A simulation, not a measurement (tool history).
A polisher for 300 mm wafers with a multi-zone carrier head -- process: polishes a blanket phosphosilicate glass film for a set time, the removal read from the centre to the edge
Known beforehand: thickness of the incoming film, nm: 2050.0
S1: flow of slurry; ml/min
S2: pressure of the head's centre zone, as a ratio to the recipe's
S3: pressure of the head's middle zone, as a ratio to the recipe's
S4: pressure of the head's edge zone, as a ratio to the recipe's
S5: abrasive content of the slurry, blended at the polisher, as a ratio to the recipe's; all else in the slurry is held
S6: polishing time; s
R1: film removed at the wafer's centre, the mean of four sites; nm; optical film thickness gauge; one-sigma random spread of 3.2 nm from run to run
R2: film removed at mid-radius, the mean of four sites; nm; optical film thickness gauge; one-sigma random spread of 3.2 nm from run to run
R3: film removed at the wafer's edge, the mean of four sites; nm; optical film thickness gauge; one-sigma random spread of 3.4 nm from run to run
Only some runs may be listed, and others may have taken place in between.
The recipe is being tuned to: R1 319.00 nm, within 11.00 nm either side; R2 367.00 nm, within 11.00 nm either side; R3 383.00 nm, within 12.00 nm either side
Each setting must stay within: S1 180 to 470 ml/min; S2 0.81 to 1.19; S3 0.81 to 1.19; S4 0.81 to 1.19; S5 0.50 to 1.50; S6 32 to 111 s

{"run": 1, "hour": 0.0, "S1": 300, "S2": 1.0, "S3": 1.0, "S4": 1.0, "S5": 1.0, "S6": 71, "R1": 439.73, "R2": 443.68, "R3": 445.94}
{"run": 2, "hour": 5.4, "S1": 290, "S2": 0.96, "S3": 0.98, "S4": 0.98, "S5": 0.95, "S6": 71, "R1": 415.76, "R2": 425.11, "R3": 433.71}
{"run": 3, "hour": 14.0, "S1": 285, "S2": 0.93, "S3": 0.98, "S4": 0.98, "S5": 0.9, "S6": 71, "R1": 395.02, "R2": 408.63, "R3": 419.35}
{"run": 4, "hour": 15.1, "S1": 280, "S2": 0.9, "S3": 0.99, "S4": 0.99, "S5": 0.85, "S6": 71, "R1": 368.46, "R2": 394.49, "R3": 415.75}
{"run": 5, "hour": 15.7, "S1": 280, "S2": 0.94, "S3": 0.99, "S4": 0.99, "S5": 0.85, "S6": 71, "R1": 381.16, "R2": 399.13, "R3": 404.64}
{"run": 6, "hour": 22.2, "S1": 280, "S2": 0.94, "S3": 0.99, "S4": 0.99, "S5": 0.85, "S6": 89, "R1": 478.27, "R2": 496.42, "R3": 515.2}
{"run": 7, "hour": 27.2, "S1": 270, "S2": 0.91, "S3": 0.99, "S4": 0.98, "S5": 0.75, "S6": 87, "R1": 431.62, "R2": 454.05, "R3": 457.86}
{"run": 8, "hour": 36.0, "S1": 265, "S2": 0.89, "S3": 0.99, "S4": 1.0, "S5": 0.7, "S6": 86, "R1": 387.93, "R2": 422.6, "R3": 438.47}
{"run": 9, "hour": 37.9, "S1": 255, "S2": 0.88, "S3": 0.99, "S4": 1.0, "S5": 0.65, "S6": 86, "R1": 362.72, "R2": 397.98, "R3": 411.94}
{"run": 10, "hour": 46.4, "S1": 240, "S2": 0.87, "S3": 0.99, "S4": 1.0, "S5": 0.65, "S6": 86, "R1": 356.03, "R2": 398.63, "R3": 410.06}
{"run": 11, "hour": 51.5, "S1": 230, "S2": 0.86, "S3": 0.98, "S4": 1.0, "S5": 0.65, "S6": 86, "R1": 359.6, "R2": 391.77, "R3": 411.11}
{"run": 12, "hour": 57.2, "S1": 225, "S2": 0.85, "S3": 0.98, "S4": 1.0, "S5": 0.65, "S6": 86, "R1": 351.12, "R2": 393.68, "R3": 410.66}
{"run": 13, "hour": 61.6, "S1": 220, "S2": 0.84, "S3": 0.98, "S4": 1.0, "S5": 0.65, "S6": 86, "R1": 350.11, "R2": 396.86, "R3": 407.08}
{"run": 14, "hour": 68.3, "S1": 220, "S2": 0.84, "S3": 0.98, "S4": 1.0, "S5": 0.65, "S6": 86, "R1": 342.22, "R2": 387.56, "R3": 403.41}
{"run": 15, "hour": 69.2, "S1": 215, "S2": 0.83, "S3": 0.98, "S4": 1.0, "S5": 0.65, "S6": 86, "R1": 343.46, "R2": 382.79, "R3": 406.24}
{"run": 16, "hour": 73.6, "S1": 210, "S2": 0.83, "S3": 0.98, "S4": 1.0, "S5": 0.65, "S6": 86, "R1": 348.9, "R2": 387.7, "R3": 400.22}
{"run": 17, "hour": 82.2, "S1": 220, "S2": 0.81, "S3": 1.0, "S4": 1.05, "S5": 0.5, "S6": 86, "R1": 273.41, "R2": 321.57, "R3": 336.66}
{"run": 18, "hour": 87.1, "S1": 230, "S2": 0.81, "S3": 0.99, "S4": 1.03, "S5": 0.5, "S6": 86, "R1": 275.99, "R2": 321.64, "R3": 338.88}

Exercise: of the 4 proposed moves below, exactly one satisfies all targets within the stated allowed misses. Which move is it?
{"run": "A", "hour": 92.0, "S1": 255, "S2": 0.91, "S3": 1.04, "S4": 1.04, "S5": 0.5, "S6": 72, "R1": "?", "R2": "?", "R3": "?"}
{"run": "B", "hour": 92.0, "S1": 200, "S2": 0.85, "S3": 1.03, "S4": 1.09, "S5": 0.55, "S6": 90, "R1": "?", "R2": "?", "R3": "?"}
{"run": "C", "hour": 92.0, "S1": 195, "S2": 0.81, "S3": 0.98, "S4": 1.1, "S5": 0.5, "S6": 81, "R1": "?", "R2": "?", "R3": "?"}
{"run": "D", "hour": 92.0, "S1": 185, "S2": 0.9, "S3": 0.88, "S4": 1.09, "S5": 0.8, "S6": 73, "R1": "?", "R2": "?", "R3": "?"}

move=A R1=257.04 R2=289.57 R3=281.40
move=B R1=317.10 R2=374.89 R3=377.73
move=C R1=252.77 R2=297.39 R3=314.20
move=D R1=343.80 R2=342.02 R3=395.54
A: its largest miss is bigger than the last run's
B: every result within its allowed miss
C: its largest miss is bigger than the last run's
D: moves toward the targets from the last run without getting all of them in spec
So the answer is move B, the one that meets all the targets.
